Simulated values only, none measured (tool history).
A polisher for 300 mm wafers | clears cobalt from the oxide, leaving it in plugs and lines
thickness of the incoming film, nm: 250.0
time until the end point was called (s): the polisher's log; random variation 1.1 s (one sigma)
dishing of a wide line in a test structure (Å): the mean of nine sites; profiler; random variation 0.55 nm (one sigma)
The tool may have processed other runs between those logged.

run  hour  flow of slurry (ml/min)  pressure of the wafer on the pad (kPa)  speed of the pad under the wafer (cm/s)  overpolish time after the end point (s)  time until the end point was called (s)  dishing of a wide line in a test structure (Å)
  1   0.0                      160                                    13.1                                       92                                       15                                   55.898                                          407.57
  2   2.2                      160                                    13.1                                       92                                       14                                   57.117                                          383.11
  3   6.6                      160                                    13.1                                       92                                       13                                   59.083                                          370.90
  4   9.0                      160                                    13.1                                       92                                       12                                   56.635                                          366.46
  5  15.8                      160                                    15.9                                       92                                       12                                   48.423                                          389.86
  6  19.5                      160                                    15.9                                       92                                        6                                   47.001                                          255.47

Predict the results of run 7:
     21.4  -- head pressure recalibrated
  7  21.4                      160                                    15.2                                       92                                        6                                        ?                                               ?

Run 7 gave time until the end point was called (s) 46.312, dishing of a wide line in a test structure (Å) 253.82.
